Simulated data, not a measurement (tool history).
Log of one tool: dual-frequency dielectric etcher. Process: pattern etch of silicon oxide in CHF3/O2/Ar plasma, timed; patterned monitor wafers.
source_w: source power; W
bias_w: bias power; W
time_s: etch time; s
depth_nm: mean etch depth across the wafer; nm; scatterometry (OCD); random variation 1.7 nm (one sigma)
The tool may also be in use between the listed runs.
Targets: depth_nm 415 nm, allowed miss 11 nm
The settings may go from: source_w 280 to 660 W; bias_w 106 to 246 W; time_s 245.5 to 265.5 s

run 1 hour=0 | source_w=470 bias_w=176 time_s=265.5 | depth_nm=521.55
run 2 hour=6 | source_w=430 bias_w=165 time_s=262.5 | depth_nm=490.53
run 3 hour=10.1 | source_w=430 bias_w=139 time_s=262.5 | depth_nm=476.65
run 4 hour=13.3 | source_w=430 bias_w=139 time_s=265.5 | depth_nm=476.8
run 5 hour=17.2 | source_w=400 bias_w=134 time_s=264 | depth_nm=454.78
run 6 hour=17.9 | source_w=380 bias_w=132 time_s=263.5 | depth_nm=443.38
run 7 hour=22.6 | source_w=370 bias_w=131 time_s=263 | depth_nm=434.72
run 8 hour=24.6 | source_w=360 bias_w=130 time_s=263 | depth_nm=428.7

Which of these 5 next moves meets every target?
run A hour=26.6 | source_w=330 bias_w=106 time_s=256.5 | depth_nm=?
run B hour=26.6 | source_w=330 bias_w=121 time_s=254 | depth_nm=?
run C hour=26.6 | source_w=330 bias_w=106 time_s=255.5 | depth_nm=?
run D hour=26.6 | source_w=400 bias_w=127 time_s=245.5 | depth_nm=?
run E hour=26.6 | source_w=310 bias_w=167 time_s=245.5 | depth_nm=?

move=A depth_nm=386.76
move=B depth_nm=391.9
move=C depth_nm=385.25
move=D depth_nm=419.16
move=E depth_nm=391.47
A: takes the result that was furthest off past its target
B: takes the result that was furthest off past its target
C: takes the result that was furthest off past its target
D: meets every target
E: takes the result that was furthest off past its target
Move D is the one to make.
